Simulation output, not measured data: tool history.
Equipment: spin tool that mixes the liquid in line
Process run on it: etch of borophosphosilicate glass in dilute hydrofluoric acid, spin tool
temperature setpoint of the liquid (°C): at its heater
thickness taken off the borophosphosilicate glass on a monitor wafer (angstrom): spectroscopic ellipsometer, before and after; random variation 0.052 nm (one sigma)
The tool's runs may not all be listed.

run,hour,temperature setpoint of the liquid (°C),parts of water to one part of 49 % hydrofluoric acid (parts by volume),time under the liquid (s),thickness taken off the borophosphosilicate glass on a monitor wafer (angstrom)
1,0,22,200,75,168.8
2,5.9,20,200,75,158.9
3,8.1,18.5,200,75,148.81
4,11.6,18.5,200,80,158.05
5,14.5,18,220,80,138.96
6,21.7,17.5,235,80,125.89
7,28,17.5,245,80,118.61
8,36.9,17.5,250,80,115.96

What does the tool deliver on the next run?
9,43.1,17.5,255,80,?

{"run 9": {"thickness taken off the borophosphosilicate glass on a monitor wafer (angstrom)": 113.55}}

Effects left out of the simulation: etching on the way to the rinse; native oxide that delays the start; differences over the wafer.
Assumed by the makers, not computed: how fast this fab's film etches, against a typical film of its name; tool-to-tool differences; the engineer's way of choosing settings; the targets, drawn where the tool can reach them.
